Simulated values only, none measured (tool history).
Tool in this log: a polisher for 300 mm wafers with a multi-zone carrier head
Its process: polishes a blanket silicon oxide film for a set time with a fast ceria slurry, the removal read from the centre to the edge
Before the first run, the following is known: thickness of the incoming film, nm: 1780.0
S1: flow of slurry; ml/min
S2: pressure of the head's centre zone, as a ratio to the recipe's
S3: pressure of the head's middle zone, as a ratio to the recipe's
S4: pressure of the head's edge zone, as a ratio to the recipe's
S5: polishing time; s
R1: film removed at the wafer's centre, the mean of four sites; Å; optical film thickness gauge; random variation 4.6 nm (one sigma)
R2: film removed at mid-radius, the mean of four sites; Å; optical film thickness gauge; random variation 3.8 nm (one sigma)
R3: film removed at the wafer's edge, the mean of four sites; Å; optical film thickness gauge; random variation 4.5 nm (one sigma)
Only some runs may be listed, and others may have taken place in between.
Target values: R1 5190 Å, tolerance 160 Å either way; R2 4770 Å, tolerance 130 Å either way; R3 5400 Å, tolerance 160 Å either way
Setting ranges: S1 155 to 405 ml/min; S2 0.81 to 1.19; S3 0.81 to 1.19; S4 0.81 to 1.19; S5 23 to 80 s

run	hour	S1	S2	S3	S4	S5	R1	R2	R3
1	0	260	1	1	1	51	6954.3	7099.4	7032.5
2	3.1	255	0.99	0.97	0.99	49	6653.7	6541.9	6710.1
3	4.2	300	0.99	0.97	0.99	49	6646.1	6595.4	6739.9
4	8.5	300	0.99	0.92	0.99	49	6719.8	6360	6701.6
5	15	300	0.99	0.88	0.99	49	6733.2	6152.6	6699.6
6	20.9	300	0.99	0.88	0.94	49	6817.6	6266.4	6518.9
7	29	300	0.98	0.87	0.94	47	6399.1	5843.8	6330.3
8	37.8	300	0.97	0.86	0.93	46	6112.1	5675.6	6113.9
9	38.5	295	0.97	0.85	0.93	45	6089.9	5551.4	6093.1
10	39.6	295	0.96	0.84	0.92	44	5940.4	5276.2	5739.1
11	45.1	290	0.94	0.84	0.92	44	5861.8	5318.3	5846
12	47.4	285	0.93	0.84	0.92	43	5621.2	5206.4	5698.5
13	56.4	280	0.93	0.84	0.92	43	5571.9	5229.5	5686.9

5 candidate next runs follow, results not yet known. Just one meets every target within its allowed miss. Identify it.
A	65.4	240	0.81	0.91	1.11	44	?	?	?
B	65.4	260	0.88	1.07	0.81	41	?	?	?
C	65.4	270	0.82	0.86	1	42	?	?	?
D	65.4	265	0.96	0.84	0.83	42	?	?	?
E	65.4	255	0.94	0.84	0.98	40	?	?	?

move	R1	R2	R3
A	4885	5523.5	6256.8
B	4962.8	5954.3	5084.2
C	4783.2	5099.5	5745.2
D	5508.1	4989.6	5285.9
E	5121.5	4731.3	5396.9
A: misses by more than the last run did
B: misses by more than the last run did
C: nearer the targets than the last run, but a result is still out of spec
D: nearer the targets than the last run, but a result is still out of spec
E: every result lands within tolerance
The right move is E.
